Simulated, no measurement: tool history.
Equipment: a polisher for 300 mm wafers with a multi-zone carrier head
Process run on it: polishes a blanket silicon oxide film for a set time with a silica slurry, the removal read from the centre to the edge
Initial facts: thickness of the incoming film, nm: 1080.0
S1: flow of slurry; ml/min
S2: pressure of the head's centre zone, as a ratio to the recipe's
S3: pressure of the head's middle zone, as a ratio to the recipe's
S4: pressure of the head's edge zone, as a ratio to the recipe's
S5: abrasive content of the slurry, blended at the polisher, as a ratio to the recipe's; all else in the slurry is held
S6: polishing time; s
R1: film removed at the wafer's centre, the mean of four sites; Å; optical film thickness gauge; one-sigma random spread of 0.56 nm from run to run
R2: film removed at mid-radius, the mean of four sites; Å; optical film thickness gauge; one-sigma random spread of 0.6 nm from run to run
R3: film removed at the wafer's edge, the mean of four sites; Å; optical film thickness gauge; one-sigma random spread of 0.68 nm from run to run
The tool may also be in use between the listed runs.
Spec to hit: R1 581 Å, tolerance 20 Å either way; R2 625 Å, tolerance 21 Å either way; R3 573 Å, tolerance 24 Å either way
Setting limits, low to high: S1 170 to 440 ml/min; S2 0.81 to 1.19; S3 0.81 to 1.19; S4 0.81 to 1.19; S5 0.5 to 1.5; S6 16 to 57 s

{"run": 1, "hour": 0.0, "S1": 280, "S2": 1, "S3": 1, "S4": 1, "S5": 1, "S6": 36, "R1": 1147.4, "R2": 1150.8, "R3": 1137.6}
{"run": 2, "hour": 4.4, "S1": 280, "S2": 0.98, "S3": 1, "S4": 0.96, "S5": 0.85, "S6": 31, "R1": 886.29, "R2": 912.71, "R3": 859.31}
{"run": 3, "hour": 6.2, "S1": 280, "S2": 0.98, "S3": 1, "S4": 0.88, "S5": 0.85, "S6": 31, "R1": 893.68, "R2": 893.55, "R3": 849.76}
{"run": 4, "hour": 7.2, "S1": 280, "S2": 0.96, "S3": 0.99, "S4": 0.87, "S5": 0.75, "S6": 29, "R1": 763.36, "R2": 770.07, "R3": 722.99}
{"run": 5, "hour": 11.8, "S1": 280, "S2": 0.96, "S3": 1.03, "S4": 0.87, "S5": 0.75, "S6": 29, "R1": 759.23, "R2": 805.9, "R3": 730.09}
{"run": 6, "hour": 17.8, "S1": 285, "S2": 0.94, "S3": 1.01, "S4": 0.86, "S5": 0.65, "S6": 29, "R1": 680.02, "R2": 728.15, "R3": 661.98}
{"run": 7, "hour": 20.1, "S1": 290, "S2": 0.93, "S3": 1, "S4": 0.85, "S5": 0.6, "S6": 29, "R1": 642.32, "R2": 685.39, "R3": 619.73}
{"run": 8, "hour": 27.7, "S1": 290, "S2": 0.91, "S3": 0.99, "S4": 0.84, "S5": 0.6, "S6": 29, "R1": 622.84, "R2": 683.56, "R3": 608.91}
{"run": 9, "hour": 36.6, "S1": 290, "S2": 0.9, "S3": 0.97, "S4": 0.83, "S5": 0.6, "S6": 29, "R1": 618.18, "R2": 663.01, "R3": 619.26}

Consider the 4 candidate settings below. Which is the only one whose results all fall within their allowed miss of target?
{"run": "A", "hour": 45.5, "S1": 305, "S2": 0.91, "S3": 0.98, "S4": 0.84, "S5": 0.6, "S6": 27, "R1": "?", "R2": "?", "R3": "?"}
{"run": "B", "hour": 45.5, "S1": 260, "S2": 0.84, "S3": 1.09, "S4": 0.84, "S5": 0.55, "S6": 31, "R1": "?", "R2": "?", "R3": "?"}
{"run": "C", "hour": 45.5, "S1": 270, "S2": 1, "S3": 0.97, "S4": 0.81, "S5": 0.5, "S6": 35, "R1": "?", "R2": "?", "R3": "?"}
{"run": "D", "hour": 45.5, "S1": 230, "S2": 0.92, "S3": 0.87, "S4": 0.84, "S5": 0.65, "S6": 31, "R1": "?", "R2": "?", "R3": "?"}

move=A R1=586.58 R2=643.95 R3=593.7
move=B R1=572.23 R2=739.1 R3=630.62
move=C R1=719.27 R2=713.34 R3=655.23
move=D R1=691.59 R2=691.33 R3=702.26
A: all results in spec
B: further off than the last run
C: further off than the last run
D: further off than the last run
So the answer is move A, the one that meets all the targets.

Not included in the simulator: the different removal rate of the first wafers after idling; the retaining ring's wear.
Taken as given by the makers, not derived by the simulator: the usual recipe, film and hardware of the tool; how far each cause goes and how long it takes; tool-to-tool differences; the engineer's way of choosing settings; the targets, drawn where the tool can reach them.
